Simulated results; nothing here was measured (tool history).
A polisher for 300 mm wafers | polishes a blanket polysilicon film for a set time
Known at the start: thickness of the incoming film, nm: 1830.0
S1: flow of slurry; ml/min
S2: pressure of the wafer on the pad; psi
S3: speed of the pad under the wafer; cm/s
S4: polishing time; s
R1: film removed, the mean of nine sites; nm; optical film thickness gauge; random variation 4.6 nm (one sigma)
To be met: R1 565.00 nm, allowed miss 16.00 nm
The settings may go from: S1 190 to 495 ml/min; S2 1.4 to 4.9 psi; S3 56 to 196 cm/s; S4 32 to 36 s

run,hour,S1,S2,S3,S4,R1
1,0.0,320,3.1,126,36,374.83
2,8.2,320,3.7,126,36,450.24
3,13.1,320,3.7,126,36,453.66
4,19.7,320,3.7,150,36,534.32
5,22.3,245,3.7,150,36,510.52
6,29.4,260,3.7,150,36,516.57
7,30.6,275,3.7,150,36,523.73
8,38.1,285,3.7,150,36,532.06
9,40.4,295,3.7,150,36,527.19
10,42.3,305,3.7,150,36,529.10
11,51.0,315,3.7,150,36,523.01
12,56.2,315,3.8,150,36,546.12

5 next moves are on the table. One of them brings every result within its allowed miss. Which?
A,61.4,335,3.8,146,35,?
B,61.4,290,4.1,140,35,?
C,61.4,435,4.0,174,32,?
D,61.4,190,4.8,130,34,?
E,61.4,250,4.1,162,33,?

move,R1
A,515.34
B,525.92
C,599.22
D,526.64
E,562.82
A: further off than the last run
B: further off than the last run
C: takes the result that was furthest off past its target
D: further off than the last run
E: meets every target
The right move is E.
